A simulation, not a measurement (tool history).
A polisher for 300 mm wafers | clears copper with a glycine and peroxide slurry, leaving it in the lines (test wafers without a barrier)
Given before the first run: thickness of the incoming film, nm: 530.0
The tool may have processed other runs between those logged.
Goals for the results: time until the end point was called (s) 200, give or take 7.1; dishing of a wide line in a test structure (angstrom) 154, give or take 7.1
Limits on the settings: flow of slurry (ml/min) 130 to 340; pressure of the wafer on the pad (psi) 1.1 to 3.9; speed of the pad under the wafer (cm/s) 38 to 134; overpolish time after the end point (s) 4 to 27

run,hour,flow of slurry (ml/min),pressure of the wafer on the pad (psi),speed of the pad under the wafer (cm/s),overpolish time after the end point (s),time until the end point was called (s),dishing of a wide line in a test structure (angstrom)
1,0,220,2.5,86,14,110.95,470.17
2,6.2,265,2.5,86,14,107.3,476.97
3,6.8,265,2.7,86,14,101.12,512.55
4,12.9,265,2.7,86,18,101.2,622.93
5,14.2,265,2.7,72,18,114.8,547.74
6,18.8,230,2.7,72,18,116.5,528.31
7,24.4,215,2.6,64,15,135.78,426.05
8,32.4,195,2.3,66,13,146.57,348.03
9,35.9,180,2,68,11,161.82,285.37
10,40.9,175,1.8,70,9,171.15,223.52
11,43.2,180,1.7,70,8,177.39,194.39
12,51.4,185,1.6,70,8,180.18,194.68
13,57.2,185,1.5,70,8,187.33,182.17
14,61,185,1.4,70,8,197.77,174.41
# hour 67.8: slurry nozzle cleaned
15,67.8,190,1.4,70,8,183.82,182.25
16,69.4,185,1.3,70,8,199.01,176.09
17,70.3,190,1.3,70,8,198.79,174.61

5 next moves are on the table. One of them brings every result within its allowed miss. Which?
A,71.2,200,1.1,80,10,?,?
B,71.2,195,1.5,58,7,?,?
C,71.2,180,1.2,80,9,?,?
D,71.2,220,1.2,64,7,?,?
E,71.2,150,1.4,56,8,?,?

move,time until the end point was called (s),dishing of a wide line in a test structure (angstrom)
A,196.51,213.84
B,198.61,155.44
C,189.51,201.64
D,209.85,146.9
E,221.17,159.14
A: further off than the last run
B: every result lands within tolerance
C: further off than the last run
D: carries the result that was furthest off beyond its target, to the other side
E: brings the result that was furthest off to its target, and leaves another outside
Answer: B

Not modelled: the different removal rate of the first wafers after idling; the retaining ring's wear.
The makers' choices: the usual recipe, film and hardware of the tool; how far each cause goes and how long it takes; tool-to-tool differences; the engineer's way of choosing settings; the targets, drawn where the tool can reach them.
